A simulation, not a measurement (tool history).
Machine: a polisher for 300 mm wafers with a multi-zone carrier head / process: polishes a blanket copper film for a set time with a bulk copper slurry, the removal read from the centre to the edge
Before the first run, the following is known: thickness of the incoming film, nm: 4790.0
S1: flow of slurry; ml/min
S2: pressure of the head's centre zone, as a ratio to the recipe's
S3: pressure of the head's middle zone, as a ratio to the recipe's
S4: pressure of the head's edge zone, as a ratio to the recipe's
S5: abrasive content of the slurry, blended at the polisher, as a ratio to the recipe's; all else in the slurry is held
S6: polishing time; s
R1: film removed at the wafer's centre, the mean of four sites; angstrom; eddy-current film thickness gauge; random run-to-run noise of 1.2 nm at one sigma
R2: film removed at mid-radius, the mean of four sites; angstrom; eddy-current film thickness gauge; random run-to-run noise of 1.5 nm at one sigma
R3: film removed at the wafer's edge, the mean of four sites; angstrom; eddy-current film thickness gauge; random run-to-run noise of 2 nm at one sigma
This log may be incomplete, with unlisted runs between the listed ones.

run	hour	S1	S2	S3	S4	S5	S6	R1	R2	R3
1	0	175	1	1	1	1	43	2200.9	2092.3	2253.1
2	2.6	170	0.98	0.99	0.99	0.95	42	2079.1	1977.5	2109.8
3	9.4	165	0.96	0.98	1	0.9	41	1933.5	1856.8	1983.9
4	11.8	165	0.96	1.05	1	0.9	41	1927.1	2001.9	2004.5
5	18.4	130	0.96	1.05	1	0.9	41	1874.8	1960.2	2017.5
6	21.1	130	0.96	1.05	1	1	41	1897.4	1965.1	2065.1

Forecast run 7:
7	27.2	130	0.95	1.03	1	0.95	40	?	?	?

Run 7 came out at R1 1827.6 angstrom, R2 1859.5 angstrom, R3 1973.3 angstrom.
